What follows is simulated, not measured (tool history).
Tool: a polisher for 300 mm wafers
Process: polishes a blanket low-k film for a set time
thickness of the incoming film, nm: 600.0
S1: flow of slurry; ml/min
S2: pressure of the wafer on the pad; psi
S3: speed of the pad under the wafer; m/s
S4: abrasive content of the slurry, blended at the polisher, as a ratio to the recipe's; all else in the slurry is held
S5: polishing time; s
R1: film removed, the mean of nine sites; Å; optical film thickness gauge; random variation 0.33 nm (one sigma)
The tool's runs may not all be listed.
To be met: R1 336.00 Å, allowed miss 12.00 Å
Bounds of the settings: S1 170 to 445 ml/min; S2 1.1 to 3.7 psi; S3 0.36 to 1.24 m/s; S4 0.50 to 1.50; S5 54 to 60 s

run  hour   S1   S2    S3    S4  S5      R1
  1   0.0  285  2.4  0.80  1.00  60  196.99
  2   2.1  285  2.6  0.80  1.00  60  216.17
  3   8.7  285  2.8  0.80  1.00  60  228.84
  4  17.1  285  2.8  0.80  1.00  60  227.81
  5  19.0  285  3.0  0.82  1.00  60  250.81
  6  27.4  285  3.1  0.82  1.00  60  260.82
  7  36.2  285  3.1  0.82  1.00  60  259.81
     37.5  -- worn pad replaced by a new one
  8  37.5  285  3.2  0.82  1.00  60  283.46
  9  39.9  285  3.3  0.82  1.00  60  288.64

Which of these 5 next moves meets every target?
  A  42.3  315  3.6  0.82  1.00  59   ?
  B  42.3  310  3.5  0.80  1.05  58   ?
  C  42.3  275  3.6  0.88  1.20  56   ?
  D  42.3  255  3.4  0.82  1.05  60   ?
  E  42.3  280  2.8  1.18  1.00  54   ?

move      R1
   A  316.24
   B  303.60
   C  339.70
   D  305.94
   E  307.41
A: nearer than the last run, and not there yet
B: nearer than the last run, and not there yet
C: meets every target
D: nearer than the last run, and not there yet
E: nearer than the last run, and not there yet
Answer: C
